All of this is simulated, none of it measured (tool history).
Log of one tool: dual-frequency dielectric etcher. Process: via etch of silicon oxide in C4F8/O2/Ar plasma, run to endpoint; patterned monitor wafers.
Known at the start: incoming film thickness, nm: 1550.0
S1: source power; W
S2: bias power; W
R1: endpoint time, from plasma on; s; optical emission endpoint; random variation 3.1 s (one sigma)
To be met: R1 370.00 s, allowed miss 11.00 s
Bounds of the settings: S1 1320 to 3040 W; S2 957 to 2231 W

Run 1, hour 0.0: S1 2180 W, S2 1594 W. Result: R1 300.52 s.
Run 2, hour 2.0: S1 2180 W, S2 1451 W. Result: R1 310.69 s.
Run 3, hour 6.6: S1 2010 W, S2 1391 W. Result: R1 324.74 s.
Run 4, hour 13.5: S1 1880 W, S2 1352 W. Result: R1 330.61 s.
Run 5, hour 21.4: S1 2040 W, S2 1352 W. Result: R1 318.92 s.
Run 6, hour 26.5: S1 2040 W, S2 1095 W. Result: R1 338.10 s.
Run 7, hour 31.5: S1 1940 W, S2 1059 W. Result: R1 341.61 s.
Run 8, hour 32.5: S1 1830 W, S2 1033 W. Result: R1 353.83 s.

5 next moves are on the table. One of them brings every result within its allowed miss. Which?
Run A, hour 33.5: S1 1480 W, S2 957 W. Result: R1 ?.
Run B, hour 33.5: S1 1320 W, S2 998 W. Result: R1 ?.
Run C, hour 33.5: S1 1680 W, S2 1009 W. Result: R1 ?.
Run D, hour 33.5: S1 1320 W, S2 957 W. Result: R1 ?.
Run E, hour 33.5: S1 1840 W, S2 1057 W. Result: R1 ?.

move      R1
   A  391.91
   B  406.74
   C  368.56
   D  410.22
   E  352.00
A: takes the result that was furthest off past its target
B: takes the result that was furthest off past its target
C: meets every target
D: takes the result that was furthest off past its target
E: further off than the last run
The right move is C.
